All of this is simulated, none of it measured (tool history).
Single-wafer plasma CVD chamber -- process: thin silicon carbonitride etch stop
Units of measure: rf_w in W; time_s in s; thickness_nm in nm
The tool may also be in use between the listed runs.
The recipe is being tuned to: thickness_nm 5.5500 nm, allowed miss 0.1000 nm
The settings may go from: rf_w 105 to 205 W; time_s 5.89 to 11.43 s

run 1 hour=0.0 | rf_w=155 time_s=8.66 | thickness_nm=4.6514
run 2 hour=3.7 | rf_w=155 time_s=9.43 | thickness_nm=5.0759
run 3 hour=12.6 | rf_w=165 time_s=9.43 | thickness_nm=5.1476
run 4 hour=17.2 | rf_w=165 time_s=8.83 | thickness_nm=4.8238
run 5 hour=24.1 | rf_w=165 time_s=9.87 | thickness_nm=5.3854
run 6 hour=27.3 | rf_w=145 time_s=9.87 | thickness_nm=5.1535
run 7 hour=35.2 | rf_w=155 time_s=9.93 | thickness_nm=5.2947
run 8 hour=37.9 | rf_w=160 time_s=9.98 | thickness_nm=5.4257

Exercise: of the 4 proposed moves below, exactly one satisfies all targets within the stated allowed misses. Which move is it?
run A hour=40.6 | rf_w=170 time_s=9.98 | thickness_nm=?
run B hour=40.6 | rf_w=145 time_s=10.02 | thickness_nm=?
run C hour=40.6 | rf_w=155 time_s=10.66 | thickness_nm=?
run D hour=40.6 | rf_w=155 time_s=9.92 | thickness_nm=?

move=A thickness_nm=5.5013
move=B thickness_nm=5.2396
move=C thickness_nm=5.6996
move=D thickness_nm=5.3039
A: in spec on every target
B: misses by more than the last run did
C: moves the result that the last run missed by most past its target, out the other side
D: misses by more than the last run did
Answer: A

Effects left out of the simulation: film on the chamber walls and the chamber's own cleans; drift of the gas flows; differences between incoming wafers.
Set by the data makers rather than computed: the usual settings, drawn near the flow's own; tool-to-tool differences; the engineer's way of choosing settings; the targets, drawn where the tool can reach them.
